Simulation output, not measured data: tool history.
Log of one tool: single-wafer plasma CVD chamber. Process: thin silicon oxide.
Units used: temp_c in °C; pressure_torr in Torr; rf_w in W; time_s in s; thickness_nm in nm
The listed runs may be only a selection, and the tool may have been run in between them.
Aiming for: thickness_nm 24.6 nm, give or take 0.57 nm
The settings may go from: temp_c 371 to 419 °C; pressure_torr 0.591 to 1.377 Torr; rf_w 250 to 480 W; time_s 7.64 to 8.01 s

run    day  temp_c  pressure_torr  rf_w  time_s  thickness_nm
  1      0     395          0.984   365    8.01        20.637
  2  0.054     395          1.034   365    8.01         21.15
  3  0.325     395          1.034   410    8.01        22.016
  4  0.367     395          1.069   410    8.01        22.585
  5  0.488     395          0.898   410    8.01         19.98
  6  0.796     395           0.98   410    8.01        21.281
  7  1.133     395          1.025   410    8.01        22.021
  8  1.412     395          1.058   410    8.01        22.423
  9  1.542     395          1.087   410    8.01        22.825
 10  1.658     395          1.111   410    8.01        23.178

5 candidate next runs follow, results not yet known. Just one meets every target within its allowed miss. Identify it.
  A  1.775     393          1.115   390    7.97             ?
  B  1.775     391          1.095   445    7.84             ?
  C  1.775     399          1.105   425    7.99             ?
  D  1.775     417          1.128   420    7.64             ?
  E  1.775     396          1.194   420    8.01             ?

move  thickness_nm
   A        22.607
   B        23.078
   C        23.167
   D        22.117
   E        24.317
A: moves away from the targets compared with the last run
B: moves away from the targets compared with the last run
C: no better and no worse than the last run
D: moves away from the targets compared with the last run
E: hits every target within its allowed miss
Correct choice: E, which meets every target

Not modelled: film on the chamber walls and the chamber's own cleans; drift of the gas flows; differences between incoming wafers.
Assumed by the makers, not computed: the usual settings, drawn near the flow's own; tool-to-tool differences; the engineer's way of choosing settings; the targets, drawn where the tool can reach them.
